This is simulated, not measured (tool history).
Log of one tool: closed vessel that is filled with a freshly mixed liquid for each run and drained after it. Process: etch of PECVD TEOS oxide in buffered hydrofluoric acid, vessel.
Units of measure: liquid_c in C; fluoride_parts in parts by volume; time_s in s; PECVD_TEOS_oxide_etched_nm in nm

{"run": 1, "day": 0.0, "liquid_c": 22, "fluoride_parts": 10.5, "time_s": 95, "PECVD_TEOS_oxide_etched_nm": 128.62}
{"run": 2, "day": 0.158, "liquid_c": 22, "fluoride_parts": 10.5, "time_s": 105, "PECVD_TEOS_oxide_etched_nm": 142.46}
{"run": 3, "day": 0.258, "liquid_c": 23, "fluoride_parts": 10.5, "time_s": 105, "PECVD_TEOS_oxide_etched_nm": 152.13}
{"run": 4, "day": 0.408, "liquid_c": 23, "fluoride_parts": 10.5, "time_s": 95, "PECVD_TEOS_oxide_etched_nm": 135.63}
{"run": 5, "day": 0.771, "liquid_c": 24, "fluoride_parts": 10.5, "time_s": 95, "PECVD_TEOS_oxide_etched_nm": 143.1}
{"run": 6, "day": 0.879, "liquid_c": 24, "fluoride_parts": 10.5, "time_s": 95, "PECVD_TEOS_oxide_etched_nm": 144.65}

What does the tool deliver on the next run?
{"run": 7, "day": 0.983, "liquid_c": 25, "fluoride_parts": 10.5, "time_s": 95, "PECVD_TEOS_oxide_etched_nm": "?"}

PECVD_TEOS_oxide_etched_nm: 150.19 nm

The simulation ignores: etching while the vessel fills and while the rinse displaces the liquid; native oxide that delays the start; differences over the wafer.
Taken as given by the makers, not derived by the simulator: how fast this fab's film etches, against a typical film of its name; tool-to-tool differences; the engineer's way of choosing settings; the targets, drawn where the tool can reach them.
